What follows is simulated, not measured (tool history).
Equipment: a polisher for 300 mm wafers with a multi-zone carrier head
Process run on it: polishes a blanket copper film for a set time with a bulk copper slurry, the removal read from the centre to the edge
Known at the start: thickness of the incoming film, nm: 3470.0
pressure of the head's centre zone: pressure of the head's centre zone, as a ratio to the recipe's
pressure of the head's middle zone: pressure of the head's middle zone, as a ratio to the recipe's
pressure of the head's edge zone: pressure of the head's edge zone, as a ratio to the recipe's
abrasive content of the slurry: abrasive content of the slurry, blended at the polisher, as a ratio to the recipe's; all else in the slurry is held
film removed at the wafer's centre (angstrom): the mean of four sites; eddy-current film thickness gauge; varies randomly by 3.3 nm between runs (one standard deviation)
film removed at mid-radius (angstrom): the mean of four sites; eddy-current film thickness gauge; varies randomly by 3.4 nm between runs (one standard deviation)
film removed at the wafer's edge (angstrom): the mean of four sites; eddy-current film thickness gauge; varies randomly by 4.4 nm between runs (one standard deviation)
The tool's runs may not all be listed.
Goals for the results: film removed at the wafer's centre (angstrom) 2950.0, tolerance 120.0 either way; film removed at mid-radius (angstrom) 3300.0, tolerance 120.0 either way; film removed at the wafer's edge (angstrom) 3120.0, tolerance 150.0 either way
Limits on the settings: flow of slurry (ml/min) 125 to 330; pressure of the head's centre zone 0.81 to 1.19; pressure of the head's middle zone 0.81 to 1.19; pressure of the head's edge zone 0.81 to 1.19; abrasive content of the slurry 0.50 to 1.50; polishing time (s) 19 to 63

run    day  flow of slurry (ml/min)  pressure of the head's centre zone  pressure of the head's middle zone  pressure of the head's edge zone  abrasive content of the slurry  polishing time (s)  film removed at the wafer's centre (angstrom)  film removed at mid-radius (angstrom)  film removed at the wafer's edge (angstrom)
  1  0.000                      210                                1.00                                1.00                              1.00                            1.00                  41                                         4721.6                                 4755.0                                       4708.2
  2  0.042                      210                                1.06                                1.00                              1.00                            1.00                  41                                         4960.2                                 4746.5                                       4865.0
  3  0.208                      210                                1.06                                1.00                              1.00                            1.00                  37                                         4412.6                                 4181.6                                       4255.8
  4  0.492                      210                                1.06                                1.00                              1.06                            1.00                  37                                         4412.7                                 4327.6                                       4395.3
  5  0.554                      210                                1.06                                1.00                              1.06                            1.20                  37                                         4743.3                                 4496.0                                       4563.2
  6  0.754                      210                                1.04                                1.01                              1.03                            1.10                  36                                         4451.3                                 4319.9                                       4355.9
  7  0.804                      210                                1.02                                1.01                              1.01                            1.00                  35                                         4091.4                                 4110.6                                       4180.1
  8  0.921                      220                                1.02                                1.09                              0.91                            0.75                  26                                         2899.8                                 3097.1                                       2743.7
  9  0.975                      220                                1.02                                1.09                              0.91                            0.75                  26                                         2868.8                                 3086.6                                       2714.1
 10  1.317                      225                                1.01                                1.09                              0.93                            0.75                  26                                         2943.2                                 3079.8                                       2755.7
 11  1.375                      220                                1.00                                1.09                              0.94                            0.80                  26                                         2862.6                                 3117.8                                       2842.2
 12  1.508                      220                                1.00                                1.09                              0.95                            0.80                  26                                         2920.1                                 3158.5                                       2827.8
 13  1.862                      220                                0.99                                1.09                              0.97                            0.80                  26                                         2839.3                                 3121.2                                       2890.6
 14  2.008                      225                                0.99                                1.09                              0.98                            0.80                  26                                         2903.6                                 3153.6                                       2946.0
 15  2.267                      225                                0.99                                1.09                              0.99                            0.80                  26                                         2886.9                                 3169.1                                       2890.2
 16  2.421                      225                                0.99                                1.09                              1.00                            0.80                  26                                         2862.4                                 3174.0                                       2926.5
 17  2.688                      225                                0.99                                1.09                              1.01                            0.80                  26                                         2802.3                                 3142.4                                       2950.6
 18  3.046                      230                                0.99                                1.09                              1.02                            0.80                  26                                         2834.0                                 3205.5                                       2984.0
 19  3.346                      235                                0.99                                1.09                              1.03                            0.80                  26                                         2863.2                                 3188.1                                       2960.3
 20  3.433                      235                                0.99                                1.09                              1.04                            0.80                  26                                         2839.9                                 3160.1                                       2959.6

5 candidate next runs follow, results not yet known. Just one meets every target within its allowed miss. Identify it.
  A  3.521                      195                                0.94                                1.01                              1.13                            0.80                  27                                              ?                                      ?                                            ?
  B  3.521                      330                                1.01                                1.19                              0.86                            0.90                  25                                              ?                                      ?                                            ?
  C  3.521                      200                                0.89                                1.05                              1.18                            0.90                  27                                              ?                                      ?                                            ?
  D  3.521                      220                                0.97                                1.10                              1.05                            0.90                  27                                              ?                                      ?                                            ?
  E  3.521                      240                                0.86                                0.96                              0.99                            1.00                  27                                              ?                                      ?                                            ?

move  film removed at the wafer's centre (angstrom)  film removed at mid-radius (angstrom)  film removed at the wafer's edge (angstrom)
   A                                         2783.1                                 3036.9                                       3171.0
   B                                         3031.4                                 3512.9                                       2747.2
   C                                         2702.6                                 3218.8                                       3320.1
   D                                         2992.1                                 3392.6                                       3157.1
   E                                         2732.9                                 3118.8                                       3160.2
A: its largest miss is bigger than the last run's
B: the result that was furthest off in the last run now lies on the other side of its target
C: meets the target for the result that was furthest off, but another lies outside its allowed miss
D: meets every target
E: its largest miss is bigger than the last run's
Correct choice: D, which meets every target
